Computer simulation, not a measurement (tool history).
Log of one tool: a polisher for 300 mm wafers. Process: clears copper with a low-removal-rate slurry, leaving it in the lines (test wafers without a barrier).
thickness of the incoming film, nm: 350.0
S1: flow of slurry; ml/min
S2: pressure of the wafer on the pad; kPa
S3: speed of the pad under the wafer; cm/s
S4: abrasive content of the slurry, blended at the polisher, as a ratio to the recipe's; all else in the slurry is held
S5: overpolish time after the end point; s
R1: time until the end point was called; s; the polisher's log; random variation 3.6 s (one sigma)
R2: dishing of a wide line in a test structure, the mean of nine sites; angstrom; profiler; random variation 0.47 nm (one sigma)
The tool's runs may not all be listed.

run 1 day=0 | S1=180 S2=22.1 S3=102 S4=1 S5=25 | R1=114.89 R2=441
run 2 day=0.062 | S1=180 S2=22.1 S3=120 S4=1 S5=25 | R1=105.97 R2=476.37
run 3 day=0.346 | S1=180 S2=22.1 S3=102 S4=1 S5=25 | R1=116.67 R2=428.82
run 4 day=0.404 | S1=180 S2=18.6 S3=98 S4=1 S5=25 | R1=144.52 R2=358.04
run 5 day=0.483 | S1=180 S2=18.6 S3=98 S4=1 S5=34 | R1=140.52 R2=474.11
run 6 day=0.588 | S1=180 S2=18.6 S3=72 S4=1 S5=34 | R1=174.42 R2=398.04

Forecast run 7:
run 7 day=0.95 | S1=180 S2=17.2 S3=72 S4=1 S5=32 | R1=? R2=?

{"run 7": {"R1": 190.42, "R2": 354.68}}

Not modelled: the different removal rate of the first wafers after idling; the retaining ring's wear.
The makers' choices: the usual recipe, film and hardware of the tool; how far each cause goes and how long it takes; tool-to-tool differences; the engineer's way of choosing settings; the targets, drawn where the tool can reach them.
